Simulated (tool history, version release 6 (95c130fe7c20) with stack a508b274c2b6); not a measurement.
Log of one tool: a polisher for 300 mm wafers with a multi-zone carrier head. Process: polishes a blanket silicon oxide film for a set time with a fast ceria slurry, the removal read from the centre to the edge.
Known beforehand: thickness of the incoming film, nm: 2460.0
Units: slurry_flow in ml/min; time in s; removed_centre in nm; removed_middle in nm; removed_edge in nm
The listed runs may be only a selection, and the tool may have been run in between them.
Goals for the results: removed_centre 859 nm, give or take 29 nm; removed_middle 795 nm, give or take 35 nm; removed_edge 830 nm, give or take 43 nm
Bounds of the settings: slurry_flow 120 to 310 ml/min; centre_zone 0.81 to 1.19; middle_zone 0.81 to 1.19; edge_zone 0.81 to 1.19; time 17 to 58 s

Run 1, hour 0: slurry_flow 200 ml/min, centre_zone 1, middle_zone 1, edge_zone 1, time 37 s. Result: removed_centre 694.55 nm, removed_middle 703.04 nm, removed_edge 697.49 nm.
Run 2, hour 7.2: slurry_flow 200 ml/min, centre_zone 0.94, middle_zone 1, edge_zone 1, time 37 s. Result: removed_centre 661.64 nm, removed_middle 696.45 nm, removed_edge 704.2 nm.
Run 3, hour 10.5: slurry_flow 210 ml/min, centre_zone 0.98, middle_zone 0.99, edge_zone 1.03, time 38 s. Result: removed_centre 707.26 nm, removed_middle 727.82 nm, removed_edge 724.58 nm.
Run 4, hour 15.2: slurry_flow 210 ml/min, centre_zone 1, middle_zone 0.97, edge_zone 1.04, time 40 s. Result: removed_centre 764.84 nm, removed_middle 749.35 nm, removed_edge 771.74 nm.
Run 5, hour 20.4: slurry_flow 210 ml/min, centre_zone 1, middle_zone 0.97, edge_zone 1.1, time 40 s. Result: removed_centre 765.78 nm, removed_middle 752.39 nm, removed_edge 800.33 nm.
Run 6, hour 24.2: slurry_flow 185 ml/min, centre_zone 1, middle_zone 0.97, edge_zone 1.1, time 40 s. Result: removed_centre 735.06 nm, removed_middle 733.28 nm, removed_edge 771.84 nm.
Run 7, hour 29.5: slurry_flow 205 ml/min, centre_zone 1.02, middle_zone 0.97, edge_zone 1.1, time 40 s. Result: removed_centre 776.47 nm, removed_middle 746.57 nm, removed_edge 783.57 nm.
Run 8, hour 35.8: slurry_flow 220 ml/min, centre_zone 1.03, middle_zone 0.97, edge_zone 1.11, time 40 s. Result: removed_centre 782.45 nm, removed_middle 745.16 nm, removed_edge 802.66 nm.
Run 9, hour 43.9: slurry_flow 230 ml/min, centre_zone 1.05, middle_zone 0.98, edge_zone 1.11, time 40 s. Result: removed_centre 790.2 nm, removed_middle 761.51 nm, removed_edge 812 nm.
Run 10, hour 52.6: slurry_flow 235 ml/min, centre_zone 1.07, middle_zone 0.98, edge_zone 1.1, time 40 s. Result: removed_centre 799.53 nm, removed_middle 768.83 nm, removed_edge 781.69 nm.
Run 11, hour 57.7: slurry_flow 240 ml/min, centre_zone 1.08, middle_zone 0.97, edge_zone 1.11, time 40 s. Result: removed_centre 831.66 nm, removed_middle 772.12 nm, removed_edge 804.84 nm.
Run 12, hour 59.9: slurry_flow 245 ml/min, centre_zone 1.08, middle_zone 0.97, edge_zone 1.11, time 40 s. Result: removed_centre 831.12 nm, removed_middle 753.87 nm, removed_edge 808.29 nm.

Which one of the following 5 next-run settings gets every result inside its allowed miss? There is exactly one.
Run A, hour 62.1: slurry_flow 230 ml/min, centre_zone 1.05, middle_zone 1.06, edge_zone 1.11, time 40 s. Result: removed_centre ?, removed_middle ?, removed_edge ?.
Run B, hour 62.1: slurry_flow 215 ml/min, centre_zone 1.01, middle_zone 0.94, edge_zone 1.02, time 44 s. Result: removed_centre ?, removed_middle ?, removed_edge ?.
Run C, hour 62.1: slurry_flow 305 ml/min, centre_zone 1.09, middle_zone 0.97, edge_zone 1.19, time 38 s. Result: removed_centre ?, removed_middle ?, removed_edge ?.
Run D, hour 62.1: slurry_flow 210 ml/min, centre_zone 1.19, middle_zone 0.94, edge_zone 1.11, time 40 s. Result: removed_centre ?, removed_middle ?, removed_edge ?.
Run E, hour 62.1: slurry_flow 285 ml/min, centre_zone 0.96, middle_zone 0.89, edge_zone 1.19, time 41 s. Result: removed_centre ?, removed_middle ?, removed_edge ?.

move  removed_centre  removed_middle  removed_edge
   A          795.89          808.57        801.57
   B          838.61          796.48         842.1
   C          807.67          735.65         808.8
   D          869.97          720.96        795.29
   E          779.04           734.1        869.04
A: the worst result of the last run now meets its target, but another is out of spec
B: hits every target within its allowed miss
C: the biggest miss grows against the last run
D: the biggest miss grows against the last run
E: the biggest miss grows against the last run
So the answer is move B, the one that meets all the targets.

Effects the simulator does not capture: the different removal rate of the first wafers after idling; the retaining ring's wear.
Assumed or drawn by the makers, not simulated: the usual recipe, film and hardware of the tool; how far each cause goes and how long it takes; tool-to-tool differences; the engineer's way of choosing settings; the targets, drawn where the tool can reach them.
